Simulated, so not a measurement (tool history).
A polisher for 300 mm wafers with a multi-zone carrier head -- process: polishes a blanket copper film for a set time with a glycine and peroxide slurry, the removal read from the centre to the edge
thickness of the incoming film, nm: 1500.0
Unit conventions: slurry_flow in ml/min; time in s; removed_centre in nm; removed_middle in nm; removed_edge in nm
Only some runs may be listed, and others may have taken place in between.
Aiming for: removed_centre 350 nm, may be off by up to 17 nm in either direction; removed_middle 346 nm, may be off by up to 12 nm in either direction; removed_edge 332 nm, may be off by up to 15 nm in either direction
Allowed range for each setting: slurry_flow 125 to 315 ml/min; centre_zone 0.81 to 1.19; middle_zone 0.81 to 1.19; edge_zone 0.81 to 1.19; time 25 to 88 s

| run | hour | slurry_flow | centre_zone | middle_zone | edge_zone | time | removed_centre | removed_middle | removed_edge |
|---|---|---|---|---|---|---|---|---|---|
| 1 | 0 | 205 | 1 | 1 | 1 | 56 | 443.75 | 455.33 | 454.54 |
| 2 | 6.4 | 205 | 1 | 1.05 | 1 | 56 | 449.32 | 478.62 | 455.94 |
| 3 | 14.8 | 185 | 1 | 1.05 | 1 | 56 | 439.59 | 464.68 | 445.86 |
| 4 | 22.2 | 185 | 1 | 1.05 | 1.04 | 56 | 442.67 | 461.42 | 452.31 |
| 5 | 27.9 | 185 | 1 | 1.12 | 1.04 | 56 | 442.79 | 496.76 | 457.42 |
| 6 | 28.7 | 185 | 1 | 1.12 | 1.04 | 44 | 344.41 | 387.38 | 352.26 |
| 7 | 31.7 | 175 | 1.01 | 1.1 | 1.03 | 44 | 348.58 | 368.84 | 352.99 |
| 8 | 34.4 | 170 | 1.02 | 1.1 | 1.02 | 44 | 356 | 377.55 | 356.36 |
| 9 | 42.6 | 170 | 1.03 | 1.09 | 1.01 | 43 | 342.76 | 368.87 | 337.17 |
| 10 | 50.1 | 165 | 1.04 | 1.08 | 1.01 | 43 | 340.07 | 361.75 | 345.62 |

Which single option among these 5 for the next run brings every result within its allowed miss of target? Just one does.
| A | 57.6 | 225 | 1.09 | 1.07 | 1.05 | 39 | ? | ? | ? |
| B | 57.6 | 195 | 1.05 | 1.1 | 1.04 | 43 | ? | ? | ? |
| C | 57.6 | 175 | 1 | 1.12 | 1 | 46 | ? | ? | ? |
| D | 57.6 | 160 | 1.01 | 1.08 | 1.08 | 46 | ? | ? | ? |
| E | 57.6 | 165 | 1.01 | 1.08 | 1 | 41 | ? | ? | ? |

| move | removed_centre | removed_middle | removed_edge |
|---|---|---|---|
| A | 350.13 | 340.96 | 323.71 |
| B | 362.93 | 376.73 | 349.49 |
| C | 361.86 | 401.71 | 362.13 |
| D | 358.16 | 382.48 | 370.37 |
| E | 321.51 | 343.1 | 320.26 |
A: meets every target
B: misses by more than the last run did
C: misses by more than the last run did
D: misses by more than the last run did
E: meets the target for the result that was furthest off, but another lies outside its allowed miss
The right move is A.

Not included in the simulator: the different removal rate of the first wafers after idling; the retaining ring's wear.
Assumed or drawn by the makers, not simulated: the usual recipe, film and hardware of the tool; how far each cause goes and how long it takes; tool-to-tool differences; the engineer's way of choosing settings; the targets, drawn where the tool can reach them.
